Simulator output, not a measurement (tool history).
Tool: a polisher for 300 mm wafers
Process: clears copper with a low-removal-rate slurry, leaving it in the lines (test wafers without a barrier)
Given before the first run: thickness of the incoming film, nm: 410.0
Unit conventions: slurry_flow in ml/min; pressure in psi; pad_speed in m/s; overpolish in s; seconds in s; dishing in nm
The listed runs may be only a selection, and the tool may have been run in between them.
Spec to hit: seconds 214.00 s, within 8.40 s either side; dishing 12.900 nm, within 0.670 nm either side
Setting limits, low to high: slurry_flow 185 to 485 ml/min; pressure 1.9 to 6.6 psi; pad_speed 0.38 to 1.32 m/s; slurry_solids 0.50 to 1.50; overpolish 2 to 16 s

run,hour,slurry_flow,pressure,pad_speed,slurry_solids,overpolish,seconds,dishing
1,0.0,310,4.2,0.84,1.00,8,139.02,15.640
2,5.1,310,3.7,0.84,1.00,8,154.59,13.584
3,9.3,310,3.7,0.84,1.00,7,155.71,12.274
4,17.3,350,3.7,0.84,1.00,7,151.60,12.521
5,19.4,315,3.7,0.84,1.00,7,158.63,12.414
6,26.4,295,3.4,0.84,1.00,8,168.84,13.118
7,34.6,295,2.2,0.82,1.00,10,265.47,10.660
8,36.2,295,3.0,0.82,1.00,10,193.96,13.941
9,39.6,295,2.9,0.82,1.00,10,201.66,13.265

Which one of the following 5 next-run settings gets every result inside its allowed miss? There is exactly one.
A,43.0,200,2.8,0.86,0.80,10,?,?
B,43.0,325,2.4,0.84,0.90,12,?,?
C,43.0,325,2.6,0.98,0.95,9,?,?
D,43.0,280,3.2,0.86,0.95,9,?,?
E,43.0,315,2.8,0.84,1.10,10,?,?

move,seconds,dishing
A,214.87,12.793
B,235.72,13.750
C,187.11,13.136
D,177.45,13.779
E,199.57,13.610
A: meets every target
B: takes the result that was furthest off past its target
C: moves away from the targets compared with the last run
D: moves away from the targets compared with the last run
E: moves away from the targets compared with the last run
The right move is A.
